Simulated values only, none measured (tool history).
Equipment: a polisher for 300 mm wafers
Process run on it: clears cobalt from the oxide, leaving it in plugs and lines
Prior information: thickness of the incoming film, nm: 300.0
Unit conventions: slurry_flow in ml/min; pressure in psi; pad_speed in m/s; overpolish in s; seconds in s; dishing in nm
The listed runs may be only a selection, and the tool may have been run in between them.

Run 1, hour 0.0: slurry_flow 300 ml/min, pressure 1.6 psi, pad_speed 0.84 m/s, overpolish 14 s. Result: seconds 77.292 s, dishing 37.458 nm.
Run 2, hour 8.7: slurry_flow 300 ml/min, pressure 1.5 psi, pad_speed 0.82 m/s, overpolish 12 s. Result: seconds 81.391 s, dishing 31.321 nm.
Run 3, hour 12.6: slurry_flow 335 ml/min, pressure 1.5 psi, pad_speed 0.82 m/s, overpolish 12 s. Result: seconds 84.860 s, dishing 31.946 nm.
Run 4, hour 19.6: slurry_flow 325 ml/min, pressure 1.4 psi, pad_speed 0.80 m/s, overpolish 11 s. Result: seconds 91.742 s, dishing 28.147 nm.
Run 5, hour 20.5: slurry_flow 380 ml/min, pressure 1.4 psi, pad_speed 0.80 m/s, overpolish 11 s. Result: seconds 89.648 s, dishing 27.761 nm.
Run 6, hour 22.9: slurry_flow 380 ml/min, pressure 1.3 psi, pad_speed 0.80 m/s, overpolish 10 s. Result: seconds 100.510 s, dishing 24.207 nm.
Run 7, hour 29.9: slurry_flow 380 ml/min, pressure 1.3 psi, pad_speed 0.80 m/s, overpolish 9 s. Result: seconds 99.165 s, dishing 22.713 nm.
Run 8, hour 38.5: slurry_flow 380 ml/min, pressure 1.1 psi, pad_speed 0.80 m/s, overpolish 4 s. Result: seconds 114.470 s, dishing 9.580 nm.
Run 9, hour 40.3: slurry_flow 390 ml/min, pressure 1.2 psi, pad_speed 0.78 m/s, overpolish 5 s. Result: seconds 107.420 s, dishing 12.446 nm.

Forecast run 10:
Run 10, hour 45.5: slurry_flow 400 ml/min, pressure 1.2 psi, pad_speed 0.76 m/s, overpolish 5 s. Result: seconds ?, dishing ?.

{"run 10": {"seconds": 115.15, "dishing": 12.384}}

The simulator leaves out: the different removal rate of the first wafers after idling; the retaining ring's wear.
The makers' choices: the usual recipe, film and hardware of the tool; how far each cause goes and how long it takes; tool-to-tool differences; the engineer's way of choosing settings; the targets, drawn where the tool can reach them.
